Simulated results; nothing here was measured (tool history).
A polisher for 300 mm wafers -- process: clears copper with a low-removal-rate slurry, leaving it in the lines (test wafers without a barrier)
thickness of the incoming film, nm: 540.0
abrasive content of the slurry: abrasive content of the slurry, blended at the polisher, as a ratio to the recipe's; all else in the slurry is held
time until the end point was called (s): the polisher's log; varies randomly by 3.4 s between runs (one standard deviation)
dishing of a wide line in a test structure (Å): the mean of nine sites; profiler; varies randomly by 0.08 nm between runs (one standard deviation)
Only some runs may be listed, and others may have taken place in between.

| run | hour | flow of slurry (ml/min) | pressure of the wafer on the pad (psi) | speed of the pad under the wafer (cm/s) | abrasive content of the slurry | overpolish time after the end point (s) | time until the end point was called (s) | dishing of a wide line in a test structure (Å) |
|---|---|---|---|---|---|---|---|---|
| 1 | 0.0 | 195 | 3.2 | 106 | 1.00 | 10 | 159.70 | 242.610 |
| 2 | 6.2 | 195 | 3.2 | 106 | 1.00 | 12 | 151.40 | 283.700 |
| 3 | 10.8 | 195 | 2.9 | 102 | 1.00 | 10 | 169.99 | 212.910 |
| 4 | 11.8 | 195 | 2.9 | 102 | 1.00 | 6 | 171.19 | 137.430 |
| 5 | 19.9 | 195 | 2.9 | 102 | 1.00 | 9 | 170.78 | 194.920 |
| 6 | 20.9 | 195 | 2.9 | 102 | 0.90 | 9 | 173.93 | 198.040 |

Predict the results of run 7:
| 7 | 26.5 | 200 | 2.0 | 84 | 1.15 | 4 | ? | ? |

time until the end point was called (s): 260.79
dishing of a wide line in a test structure (Å): 66.065
